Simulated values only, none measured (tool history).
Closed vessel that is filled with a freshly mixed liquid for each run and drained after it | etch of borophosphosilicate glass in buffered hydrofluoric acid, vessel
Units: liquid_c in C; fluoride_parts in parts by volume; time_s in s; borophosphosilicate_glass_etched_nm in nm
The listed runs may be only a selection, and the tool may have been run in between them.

| run | day | liquid_c | fluoride_parts | time_s | borophosphosilicate_glass_etched_nm |
|---|---|---|---|---|---|
| 1 | 0.000 | 24.0 | 21.0 | 30 | 47.904 |
| 2 | 0.121 | 25.5 | 19.5 | 30 | 55.317 |
| 3 | 0.471 | 25.5 | 19.5 | 30 | 55.374 |
| 4 | 0.692 | 25.5 | 19.5 | 30 | 55.680 |
| 5 | 0.829 | 25.5 | 25.0 | 30 | 45.884 |
| 6 | 1.167 | 23.5 | 25.0 | 30 | 41.234 |
| 7 | 1.283 | 25.0 | 22.5 | 30 | 48.146 |
| 8 | 1.621 | 26.5 | 20.5 | 30 | 55.547 |
| 9 | 1.904 | 27.5 | 18.5 | 30 | 64.787 |
| 10 | 2.033 | 27.5 | 18.5 | 30 | 64.169 |
| 11 | 2.188 | 28.5 | 17.5 | 30 | 72.286 |

Predict the results of run 12:
| 12 | 2.262 | 29.0 | 17.0 | 30 | ? |

borophosphosilicate_glass_etched_nm: 75.248 nm

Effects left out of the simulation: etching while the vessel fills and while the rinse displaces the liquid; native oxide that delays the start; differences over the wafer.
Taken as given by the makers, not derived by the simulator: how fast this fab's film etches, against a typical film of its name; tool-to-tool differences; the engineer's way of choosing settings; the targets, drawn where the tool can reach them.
